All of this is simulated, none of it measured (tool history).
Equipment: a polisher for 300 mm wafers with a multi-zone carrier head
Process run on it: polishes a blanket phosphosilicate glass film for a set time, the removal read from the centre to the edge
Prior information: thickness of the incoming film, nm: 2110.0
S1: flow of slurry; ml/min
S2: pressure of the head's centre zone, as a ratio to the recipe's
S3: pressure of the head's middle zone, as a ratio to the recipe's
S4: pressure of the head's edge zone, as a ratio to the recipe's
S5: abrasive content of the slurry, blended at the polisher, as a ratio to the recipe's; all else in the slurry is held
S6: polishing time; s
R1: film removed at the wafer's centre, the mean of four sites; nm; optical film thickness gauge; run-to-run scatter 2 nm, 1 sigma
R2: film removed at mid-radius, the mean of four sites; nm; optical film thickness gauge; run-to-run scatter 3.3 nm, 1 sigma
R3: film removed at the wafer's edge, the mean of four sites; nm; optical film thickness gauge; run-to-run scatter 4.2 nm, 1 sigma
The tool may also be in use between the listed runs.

run,day,S1,S2,S3,S4,S5,S6,R1,R2,R3
1,0,150,1,1,1,1,66,305.18,306.14,316.91
2,0.229,130,1,1,1,1,66,298.11,302.13,301.19
3,0.512,130,1,1,1,1,53,237.43,244.15,251.4
4,0.612,130,0.96,1,1,1,53,230.38,239.45,245.21
5,0.638,140,0.97,1,1.01,1,53,235.57,245.23,253.82
6,0.8,115,0.97,1,1.01,1,53,223.15,229.3,242
7,1,125,0.97,1,1.02,1,53,230.65,238.7,250.47
8,1.025,135,0.98,1,1.02,1,53,235.89,243.85,249.21
9,1.246,140,0.98,0.99,1.02,1,53,238.27,243.08,257.63

Run 10, settings as shown, results not yet in. Your forecast:
10,1.617,180,1.02,1.04,1.08,1.05,53,?,?,?

R1: 263.68 nm
R2: 274.4 nm
R3: 278.18 nm
